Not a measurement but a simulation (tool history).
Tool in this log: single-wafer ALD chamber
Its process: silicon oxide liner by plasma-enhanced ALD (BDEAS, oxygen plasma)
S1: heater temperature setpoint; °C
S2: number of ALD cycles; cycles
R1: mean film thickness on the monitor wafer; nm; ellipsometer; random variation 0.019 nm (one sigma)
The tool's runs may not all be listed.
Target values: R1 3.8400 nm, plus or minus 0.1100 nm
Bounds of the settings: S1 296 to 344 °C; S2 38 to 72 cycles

{"run": 1, "hour": 0.0, "S1": 320, "S2": 55, "R1": 4.7715}
{"run": 2, "hour": 2.7, "S1": 321, "S2": 51, "R1": 4.4202}
{"run": 3, "hour": 10.7, "S1": 321, "S2": 49, "R1": 4.2761}
{"run": 4, "hour": 19.4, "S1": 312, "S2": 49, "R1": 4.2825}
{"run": 5, "hour": 22.1, "S1": 312, "S2": 47, "R1": 4.1147}
{"run": 6, "hour": 22.6, "S1": 312, "S2": 50, "R1": 4.3527}
{"run": 7, "hour": 24.4, "S1": 312, "S2": 48, "R1": 4.1748}
{"run": 8, "hour": 30.5, "S1": 312, "S2": 48, "R1": 4.1765}
{"run": 9, "hour": 32.5, "S1": 312, "S2": 48, "R1": 4.1565}
{"run": 10, "hour": 41.3, "S1": 312, "S2": 47, "R1": 4.0932}
{"run": 11, "hour": 47.2, "S1": 312, "S2": 46, "R1": 4.0058}

Exercise: of the 5 proposed moves below, exactly one satisfies all targets within the stated allowed misses. Which move is it?
{"run": "A", "hour": 53.1, "S1": 318, "S2": 49, "R1": "?"}
{"run": "B", "hour": 53.1, "S1": 311, "S2": 48, "R1": "?"}
{"run": "C", "hour": 53.1, "S1": 307, "S2": 44, "R1": "?"}
{"run": "D", "hour": 53.1, "S1": 299, "S2": 46, "R1": "?"}
{"run": "E", "hour": 53.1, "S1": 313, "S2": 47, "R1": "?"}

move=A R1=4.2605
move=B R1=4.2104
move=C R1=3.8789
move=D R1=4.0956
move=E R1=4.1124
A: its largest miss is bigger than the last run's
B: its largest miss is bigger than the last run's
C: all results land within tolerance of their targets
D: its largest miss is bigger than the last run's
E: its largest miss is bigger than the last run's
Move C is the one to make.
